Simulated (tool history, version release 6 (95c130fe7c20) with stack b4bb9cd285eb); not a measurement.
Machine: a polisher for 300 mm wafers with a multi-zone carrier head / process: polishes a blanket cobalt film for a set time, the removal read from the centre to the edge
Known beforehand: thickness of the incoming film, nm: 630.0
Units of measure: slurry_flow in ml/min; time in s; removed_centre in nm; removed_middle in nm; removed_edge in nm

run 1 hour=0 | slurry_flow=175 centre_zone=1 middle_zone=1 edge_zone=1 time=59 | removed_centre=188.47 removed_middle=183.96 removed_edge=197.34
run 2 hour=3.8 | slurry_flow=175 centre_zone=1 middle_zone=1 edge_zone=1 time=64 | removed_centre=205.81 removed_middle=201.81 removed_edge=212.86
run 3 hour=5.9 | slurry_flow=175 centre_zone=1 middle_zone=0.93 edge_zone=1 time=64 | removed_centre=206.53 removed_middle=187.99 removed_edge=218.86
run 4 hour=6.7 | slurry_flow=180 centre_zone=1 middle_zone=0.95 edge_zone=1.01 time=64 | removed_centre=206.11 removed_middle=196.92 removed_edge=213.61
run 5 hour=11.4 | slurry_flow=185 centre_zone=0.99 middle_zone=0.96 edge_zone=1.02 time=65 | removed_centre=205.89 removed_middle=206.16 removed_edge=218.78
run 6 hour=18.2 | slurry_flow=185 centre_zone=0.99 middle_zone=0.96 edge_zone=1.09 time=65 | removed_centre=206.77 removed_middle=202.51 removed_edge=226.67

Run 7, settings as shown, results not yet in. Your forecast:
run 7 hour=25.1 | slurry_flow=190 centre_zone=0.99 middle_zone=0.97 edge_zone=1.09 time=65 | removed_centre=? removed_middle=? removed_edge=?

removed_centre: 212.43 nm
removed_middle: 204.76 nm
removed_edge: 224.97 nm
